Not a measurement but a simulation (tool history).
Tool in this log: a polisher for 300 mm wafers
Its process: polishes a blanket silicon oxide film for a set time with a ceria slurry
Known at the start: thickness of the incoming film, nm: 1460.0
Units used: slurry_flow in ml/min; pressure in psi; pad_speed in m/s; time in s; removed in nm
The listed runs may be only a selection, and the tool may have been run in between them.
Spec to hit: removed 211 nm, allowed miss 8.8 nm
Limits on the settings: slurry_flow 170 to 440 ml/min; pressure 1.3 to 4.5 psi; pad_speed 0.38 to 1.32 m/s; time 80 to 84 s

| run | hour | slurry_flow | pressure | pad_speed | time | removed |
|---|---|---|---|---|---|---|
| 1 | 0 | 280 | 2.9 | 0.84 | 80 | 253.9 |
| 2 | 1.5 | 280 | 2.9 | 0.84 | 84 | 267.68 |
| 3 | 5.2 | 280 | 2.8 | 0.84 | 84 | 255.87 |
| 4 | 11.5 | 280 | 2.8 | 0.84 | 84 | 257.51 |
| 5 | 16 | 280 | 3.2 | 0.84 | 84 | 288.05 |
| 6 | 17 | 230 | 3.2 | 0.84 | 84 | 286.93 |
| 7 | 25.1 | 230 | 3 | 0.84 | 84 | 268.32 |
| 8 | 33.1 | 230 | 2.8 | 0.84 | 84 | 254.42 |
| 9 | 35.2 | 230 | 2.7 | 0.84 | 84 | 240.62 |
| 10 | 36.7 | 230 | 2.6 | 0.84 | 84 | 233.18 |
| 11 | 37.5 | 230 | 2.5 | 0.84 | 84 | 220.63 |

Which single option among these 4 for the next run brings every result within its allowed miss of target? Just one does.
| A | 38.3 | 225 | 2.6 | 0.82 | 80 | ? |
| B | 38.3 | 270 | 2.4 | 0.9 | 84 | ? |
| C | 38.3 | 215 | 2.8 | 0.86 | 80 | ? |
| D | 38.3 | 295 | 3.4 | 0.62 | 83 | ? |

| move | removed |
|---|---|
| A | 214.98 |
| B | 233.46 |
| C | 240.5 |
| D | 227.53 |
A: all results land within tolerance of their targets
B: lands further from the targets than the last run did
C: lands further from the targets than the last run did
D: lands further from the targets than the last run did
A meets every target.
